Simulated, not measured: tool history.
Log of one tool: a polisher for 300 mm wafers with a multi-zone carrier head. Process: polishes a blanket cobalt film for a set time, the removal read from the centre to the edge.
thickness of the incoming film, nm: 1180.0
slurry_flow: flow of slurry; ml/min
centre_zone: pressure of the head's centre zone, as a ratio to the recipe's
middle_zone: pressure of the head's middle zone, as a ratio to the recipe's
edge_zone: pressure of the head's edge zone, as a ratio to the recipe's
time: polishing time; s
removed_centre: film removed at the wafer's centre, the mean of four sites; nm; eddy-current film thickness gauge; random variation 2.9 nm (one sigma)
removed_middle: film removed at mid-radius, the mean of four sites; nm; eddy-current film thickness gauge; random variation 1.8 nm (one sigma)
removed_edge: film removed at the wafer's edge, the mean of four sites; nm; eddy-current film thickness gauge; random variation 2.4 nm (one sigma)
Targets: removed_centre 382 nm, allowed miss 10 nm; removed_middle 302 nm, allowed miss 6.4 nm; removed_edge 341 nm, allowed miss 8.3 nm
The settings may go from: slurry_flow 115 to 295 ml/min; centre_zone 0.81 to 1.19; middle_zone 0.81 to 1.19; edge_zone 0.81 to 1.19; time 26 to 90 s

{"run": 1, "hour": 0.0, "slurry_flow": 190, "centre_zone": 1, "middle_zone": 1, "edge_zone": 1, "time": 58, "removed_centre": 242.01, "removed_middle": 220.54, "removed_edge": 226.73}
{"run": 2, "hour": 2.4, "slurry_flow": 200, "centre_zone": 1.03, "middle_zone": 1, "edge_zone": 1.04, "time": 62, "removed_centre": 262.75, "removed_middle": 237.08, "removed_edge": 245.42}
{"run": 3, "hour": 4.5, "slurry_flow": 205, "centre_zone": 1.06, "middle_zone": 0.98, "edge_zone": 1.07, "time": 66, "removed_centre": 290.46, "removed_middle": 253.78, "removed_edge": 265.92}
{"run": 4, "hour": 8.1, "slurry_flow": 205, "centre_zone": 1.06, "middle_zone": 0.93, "edge_zone": 1.07, "time": 66, "removed_centre": 292.8, "removed_middle": 238.39, "removed_edge": 266.16}
{"run": 5, "hour": 11.5, "slurry_flow": 205, "centre_zone": 1.06, "middle_zone": 0.85, "edge_zone": 1.07, "time": 66, "removed_centre": 294.57, "removed_middle": 222.24, "removed_edge": 265.4}
{"run": 6, "hour": 20.4, "slurry_flow": 205, "centre_zone": 1.06, "middle_zone": 0.85, "edge_zone": 1.07, "time": 60, "removed_centre": 265.43, "removed_middle": 200.55, "removed_edge": 244.18}
{"hour": 26.7, "done": "centre zone pressure recalibrated"}
{"run": 7, "hour": 26.7, "slurry_flow": 215, "centre_zone": 1.07, "middle_zone": 0.87, "edge_zone": 1.1, "time": 64, "removed_centre": 266.76, "removed_middle": 219.23, "removed_edge": 264.33}
{"run": 8, "hour": 30.2, "slurry_flow": 230, "centre_zone": 1.08, "middle_zone": 0.87, "edge_zone": 1.09, "time": 68, "removed_centre": 285.22, "removed_middle": 240.59, "removed_edge": 279.57}
{"run": 9, "hour": 38.4, "slurry_flow": 215, "centre_zone": 1.09, "middle_zone": 0.9, "edge_zone": 1.11, "time": 71, "removed_centre": 298.24, "removed_middle": 253.93, "removed_edge": 292.58}
{"run": 10, "hour": 41.0, "slurry_flow": 215, "centre_zone": 1.09, "middle_zone": 0.89, "edge_zone": 1.1, "time": 74, "removed_centre": 309.07, "removed_middle": 262.18, "removed_edge": 304.52}
{"run": 11, "hour": 49.0, "slurry_flow": 210, "centre_zone": 1.11, "middle_zone": 0.89, "edge_zone": 1.09, "time": 77, "removed_centre": 329.34, "removed_middle": 269.48, "removed_edge": 319.52}

4 next moves are on the table. One of them brings every result within its allowed miss. Which?
{"run": "A", "hour": 57.0, "slurry_flow": 295, "centre_zone": 0.98, "middle_zone": 1.03, "edge_zone": 1.14, "time": 67, "removed_centre": "?", "removed_middle": "?", "removed_edge": "?"}
{"run": "B", "hour": 57.0, "slurry_flow": 250, "centre_zone": 0.9, "middle_zone": 1.05, "edge_zone": 1.11, "time": 73, "removed_centre": "?", "removed_middle": "?", "removed_edge": "?"}
{"run": "C", "hour": 57.0, "slurry_flow": 295, "centre_zone": 0.96, "middle_zone": 1.16, "edge_zone": 1.18, "time": 66, "removed_centre": "?", "removed_middle": "?", "removed_edge": "?"}
{"run": "D", "hour": 57.0, "slurry_flow": 200, "centre_zone": 1.18, "middle_zone": 0.92, "edge_zone": 1.08, "time": 84, "removed_centre": "?", "removed_middle": "?", "removed_edge": "?"}

move=A removed_centre=263.46 removed_middle=275.35 removed_edge=287.75
move=B removed_centre=258.39 removed_middle=299.8 removed_edge=305.12
move=C removed_centre=254.42 removed_middle=300.29 removed_edge=288.08
move=D removed_centre=378.12 removed_middle=299.6 removed_edge=339.61
A: further off than the last run
B: further off than the last run
C: further off than the last run
D: meets every target
Answer: D

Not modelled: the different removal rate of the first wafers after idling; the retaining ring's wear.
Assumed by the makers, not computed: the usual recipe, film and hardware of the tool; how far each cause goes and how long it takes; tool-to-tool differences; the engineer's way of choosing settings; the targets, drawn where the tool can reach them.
